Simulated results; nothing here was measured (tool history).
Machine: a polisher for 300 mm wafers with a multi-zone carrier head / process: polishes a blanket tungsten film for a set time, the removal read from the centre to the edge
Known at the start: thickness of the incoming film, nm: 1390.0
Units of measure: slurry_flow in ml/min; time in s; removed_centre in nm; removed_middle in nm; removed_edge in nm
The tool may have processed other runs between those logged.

run  hour  slurry_flow  centre_zone  middle_zone  edge_zone  slurry_solids  time  removed_centre  removed_middle  removed_edge
  1     0          225            1            1          1              1    60          415.65          462.32        450.97
  2   4.1          225            1            1       1.05              1    60          415.95          464.22        473.83
  3   7.3          225            1         0.93       1.05              1    60          413.29          429.84        476.09
  4   9.2          230         1.02         0.96       1.07           1.05    61          433.25          464.03        484.21
     13.3  -- centre zone pressure recalibrated
  5  13.3          225         1.03         0.96       1.08            1.1    63           488.9          481.22        508.29
  6  16.9          225         1.03         0.96       1.08            1.1    49          381.91          373.93        398.24
  7    20          230         1.02         0.97       1.09           1.15    52          403.94          402.19        419.99
  8  26.5          225         1.01         0.98        1.1            1.2    55          435.19          435.93        458.55

Run 9, settings as shown, results not yet in. Your forecast:
  9  33.1          220            1            1       1.11           1.25    57               ?               ?             ?

removed_centre: 448.32 nm
removed_middle: 462.84 nm
removed_edge: 483.64 nm

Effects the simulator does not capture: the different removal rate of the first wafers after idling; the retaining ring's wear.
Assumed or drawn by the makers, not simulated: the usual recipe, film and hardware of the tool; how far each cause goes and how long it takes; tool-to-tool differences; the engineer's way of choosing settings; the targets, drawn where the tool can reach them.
